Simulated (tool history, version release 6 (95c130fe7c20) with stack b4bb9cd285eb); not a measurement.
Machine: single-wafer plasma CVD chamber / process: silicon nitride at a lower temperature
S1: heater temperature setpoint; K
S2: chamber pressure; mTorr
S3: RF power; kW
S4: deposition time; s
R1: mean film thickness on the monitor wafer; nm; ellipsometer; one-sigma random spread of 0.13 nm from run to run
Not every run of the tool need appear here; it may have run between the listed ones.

Run 1, hour 0: S1 633.15 K, S2 1210 mTorr, S3 0.245 kW, S4 32.3 s. Result: R1 32.128 nm.
Run 2, hour 0.6: S1 633.15 K, S2 1310 mTorr, S3 0.245 kW, S4 32.3 s. Result: R1 32.5 nm.
Run 3, hour 6.6: S1 633.15 K, S2 1390 mTorr, S3 0.245 kW, S4 32.3 s. Result: R1 33.146 nm.
Run 4, hour 12.2: S1 633.15 K, S2 1320 mTorr, S3 0.235 kW, S4 32.3 s. Result: R1 31.359 nm.
Run 5, hour 15.2: S1 633.15 K, S2 1260 mTorr, S3 0.23 kW, S4 32.3 s. Result: R1 30.3 nm.
Run 6, hour 18.5: S1 639.15 K, S2 1260 mTorr, S3 0.23 kW, S4 32.3 s. Result: R1 30.345 nm.
Run 7, hour 20.4: S1 639.15 K, S2 1210 mTorr, S3 0.225 kW, S4 32.3 s. Result: R1 29.445 nm.
Run 8, hour 25.1: S1 639.15 K, S2 1180 mTorr, S3 0.225 kW, S4 32.3 s. Result: R1 29.161 nm.
Run 9, hour 33.7: S1 639.15 K, S2 1150 mTorr, S3 0.225 kW, S4 32.3 s. Result: R1 29.197 nm.
Run 10, hour 38.3: S1 639.15 K, S2 1120 mTorr, S3 0.225 kW, S4 32.3 s. Result: R1 28.805 nm.

Forecast run 11:
Run 11, hour 47.2: S1 639.15 K, S2 1100 mTorr, S3 0.225 kW, S4 32.3 s. Result: R1 ?.

Logged for run 11: R1 28.805 nm.
